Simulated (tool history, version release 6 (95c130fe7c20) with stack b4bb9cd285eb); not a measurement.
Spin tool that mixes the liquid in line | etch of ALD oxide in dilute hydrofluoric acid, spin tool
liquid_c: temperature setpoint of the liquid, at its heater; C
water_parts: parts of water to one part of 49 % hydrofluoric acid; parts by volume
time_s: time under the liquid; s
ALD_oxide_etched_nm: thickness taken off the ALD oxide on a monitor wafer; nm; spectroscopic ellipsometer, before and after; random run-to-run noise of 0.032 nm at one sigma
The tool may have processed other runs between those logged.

run 1 hour=0.0 | liquid_c=24.0 water_parts=245 time_s=35 | ALD_oxide_etched_nm=3.0526
run 2 hour=8.3 | liquid_c=24.0 water_parts=310 time_s=35 | ALD_oxide_etched_nm=2.2512
run 3 hour=12.5 | liquid_c=26.5 water_parts=290 time_s=35 | ALD_oxide_etched_nm=2.7189
run 4 hour=19.6 | liquid_c=28.0 water_parts=275 time_s=35 | ALD_oxide_etched_nm=2.9936
run 5 hour=20.9 | liquid_c=29.0 water_parts=260 time_s=35 | ALD_oxide_etched_nm=3.3706
run 6 hour=28.9 | liquid_c=31.5 water_parts=260 time_s=35 | ALD_oxide_etched_nm=3.6781
run 7 hour=30.1 | liquid_c=31.5 water_parts=260 time_s=35 | ALD_oxide_etched_nm=3.6728
run 8 hour=33.7 | liquid_c=31.5 water_parts=255 time_s=35 | ALD_oxide_etched_nm=3.7501
run 9 hour=36.2 | liquid_c=31.5 water_parts=250 time_s=35 | ALD_oxide_etched_nm=3.8604

Forecast run 10:
-- hour=41.7 hydrofluoric acid flow meter replaced
run 10 hour=41.7 | liquid_c=31.5 water_parts=245 time_s=35 | ALD_oxide_etched_nm=?

{"run 10": {"ALD_oxide_etched_nm": 3.4276}}

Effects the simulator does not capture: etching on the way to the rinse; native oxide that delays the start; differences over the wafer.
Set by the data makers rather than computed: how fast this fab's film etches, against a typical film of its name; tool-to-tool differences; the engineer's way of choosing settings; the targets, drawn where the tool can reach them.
